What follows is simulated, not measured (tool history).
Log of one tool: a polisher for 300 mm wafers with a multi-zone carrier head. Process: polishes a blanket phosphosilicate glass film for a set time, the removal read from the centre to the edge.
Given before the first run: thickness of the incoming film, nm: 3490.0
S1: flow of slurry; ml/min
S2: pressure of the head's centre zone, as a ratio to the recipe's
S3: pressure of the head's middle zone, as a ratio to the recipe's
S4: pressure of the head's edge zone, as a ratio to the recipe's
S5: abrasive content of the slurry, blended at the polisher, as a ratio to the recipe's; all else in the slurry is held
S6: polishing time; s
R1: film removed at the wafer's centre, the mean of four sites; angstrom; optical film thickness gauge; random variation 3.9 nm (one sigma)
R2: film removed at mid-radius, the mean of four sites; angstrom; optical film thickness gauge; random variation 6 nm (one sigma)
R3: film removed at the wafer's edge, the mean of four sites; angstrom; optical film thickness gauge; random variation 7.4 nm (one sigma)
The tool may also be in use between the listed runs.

| run | hour | S1 | S2 | S3 | S4 | S5 | S6 | R1 | R2 | R3 |
|---|---|---|---|---|---|---|---|---|---|---|
| 1 | 0 | 190 | 1 | 1 | 1 | 1 | 85 | 10199 | 10043 | 10361 |
| 2 | 6.3 | 190 | 1 | 0.97 | 0.97 | 0.9 | 79 | 9113.4 | 8576.9 | 9076.6 |
| 3 | 11.5 | 190 | 1 | 0.97 | 1.03 | 0.9 | 79 | 9129.8 | 8768.3 | 9588.3 |
| 4 | 14.3 | 190 | 1 | 0.96 | 0.98 | 0.8 | 74 | 8081.6 | 7604.8 | 8219.2 |
| 5 | 17.9 | 190 | 1 | 0.95 | 0.94 | 0.75 | 71 | 7513 | 7081 | 7560.5 |
| 6 | 19.3 | 190 | 1 | 0.99 | 0.94 | 0.75 | 71 | 7453.8 | 7284.5 | 7332 |
| 7 | 26.8 | 185 | 1.01 | 0.97 | 0.91 | 0.7 | 69 | 7001.9 | 6767 | 6871.8 |
| 8 | 33.4 | 185 | 1.02 | 0.95 | 0.89 | 0.65 | 67 | 6580 | 6116.4 | 6265 |
| 9 | 36 | 175 | 1.02 | 0.93 | 0.87 | 0.65 | 67 | 6591.9 | 5966.2 | 6245.8 |
| 10 | 40.1 | 180 | 1.03 | 0.89 | 0.82 | 0.5 | 61 | 5165.5 | 4608.9 | 4886.2 |

What will run 11 give?
| 11 | 44.2 | 220 | 1.09 | 0.94 | 0.92 | 0.5 | 59 | ? | ? | ? |

Run 11 yielded R1 5520.1 angstrom, R2 4826.2 angstrom, R3 5137.4 angstrom.

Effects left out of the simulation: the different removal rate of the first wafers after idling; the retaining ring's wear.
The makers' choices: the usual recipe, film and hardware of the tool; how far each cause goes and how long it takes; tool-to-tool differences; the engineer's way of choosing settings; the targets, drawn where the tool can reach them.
